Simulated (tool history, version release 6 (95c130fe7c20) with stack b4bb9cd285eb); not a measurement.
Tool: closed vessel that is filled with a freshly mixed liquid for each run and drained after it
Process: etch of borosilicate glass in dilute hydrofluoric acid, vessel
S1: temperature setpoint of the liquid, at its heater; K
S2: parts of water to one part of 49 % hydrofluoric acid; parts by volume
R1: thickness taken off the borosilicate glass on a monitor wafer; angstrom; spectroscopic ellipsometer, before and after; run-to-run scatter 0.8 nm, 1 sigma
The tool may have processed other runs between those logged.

{"run": 1, "hour": 0.0, "S1": 295.15, "S2": 65, "time in the liquid (s)": 95, "R1": 379.14}
{"run": 2, "hour": 8.9, "S1": 297.15, "S2": 55, "time in the liquid (s)": 95, "R1": 497.51}
{"run": 3, "hour": 15.6, "S1": 300.65, "S2": 55, "time in the liquid (s)": 95, "R1": 571.14}
{"run": 4, "hour": 21.0, "S1": 300.65, "S2": 70, "time in the liquid (s)": 95, "R1": 439.79}
{"run": 5, "hour": 22.4, "S1": 301.15, "S2": 55, "time in the liquid (s)": 95, "R1": 584.89}
{"run": 6, "hour": 29.0, "S1": 301.15, "S2": 55, "time in the liquid (s)": 95, "R1": 579.39}
{"run": 7, "hour": 32.2, "S1": 301.65, "S2": 45, "time in the liquid (s)": 95, "R1": 741.32}
{"run": 8, "hour": 38.1, "S1": 302.15, "S2": 40, "time in the liquid (s)": 95, "R1": 841.12}

For run 9, what comes out?
{"run": 9, "hour": 45.3, "S1": 302.65, "S2": 35, "time in the liquid (s)": 95, "R1": "?"}

R1: 995.1 angstrom
